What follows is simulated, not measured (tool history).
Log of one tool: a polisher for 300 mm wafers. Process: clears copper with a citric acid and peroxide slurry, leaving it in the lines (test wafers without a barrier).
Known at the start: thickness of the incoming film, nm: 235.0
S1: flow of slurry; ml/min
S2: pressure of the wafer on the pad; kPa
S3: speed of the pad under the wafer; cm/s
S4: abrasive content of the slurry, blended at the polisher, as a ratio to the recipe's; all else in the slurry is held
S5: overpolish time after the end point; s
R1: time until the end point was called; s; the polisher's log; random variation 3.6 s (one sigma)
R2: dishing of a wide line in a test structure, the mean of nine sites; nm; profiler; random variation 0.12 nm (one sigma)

{"run": 1, "hour": 0.0, "S1": 165, "S2": 13.8, "S3": 96, "S4": 1, "S5": 10, "R1": 188.56, "R2": 7.0324}
{"run": 2, "hour": 1.7, "S1": 165, "S2": 13.8, "S3": 76, "S4": 1, "S5": 10, "R1": 231.36, "R2": 5.9239}
{"run": 3, "hour": 3.4, "S1": 165, "S2": 13.8, "S3": 76, "S4": 1, "S5": 7, "R1": 236.05, "R2": 4.3816}
{"run": 4, "hour": 8.1, "S1": 165, "S2": 13.8, "S3": 96, "S4": 1, "S5": 7, "R1": 184.45, "R2": 5.1956}
{"run": 5, "hour": 11.8, "S1": 165, "S2": 13.8, "S3": 96, "S4": 1, "S5": 8, "R1": 186.56, "R2": 6.0231}
{"run": 6, "hour": 13.2, "S1": 130, "S2": 13.8, "S3": 96, "S4": 1, "S5": 8, "R1": 197.93, "R2": 5.675}
{"run": 7, "hour": 14.7, "S1": 125, "S2": 13.8, "S3": 96, "S4": 1, "S5": 9, "R1": 200.66, "R2": 6.2764}
{"run": 8, "hour": 22.7, "S1": 120, "S2": 13.8, "S3": 96, "S4": 1, "S5": 10, "R1": 204.57, "R2": 6.6781}
{"run": 9, "hour": 28.7, "S1": 120, "S2": 13.8, "S3": 96, "S4": 1, "S5": 11, "R1": 205.79, "R2": 7.2818}
{"run": 10, "hour": 34.2, "S1": 110, "S2": 13.1, "S3": 96, "S4": 1, "S5": 13, "R1": 217.26, "R2": 8.2002}

Forecast run 11:
{"hour": 36.0, "done": "slurry blender recalibrated"}
{"run": 11, "hour": 36.0, "S1": 105, "S2": 12.4, "S3": 96, "S4": 1, "S5": 14, "R1": "?", "R2": "?"}

{"run 11": {"R1": 209.43, "R2": 8.5134}}

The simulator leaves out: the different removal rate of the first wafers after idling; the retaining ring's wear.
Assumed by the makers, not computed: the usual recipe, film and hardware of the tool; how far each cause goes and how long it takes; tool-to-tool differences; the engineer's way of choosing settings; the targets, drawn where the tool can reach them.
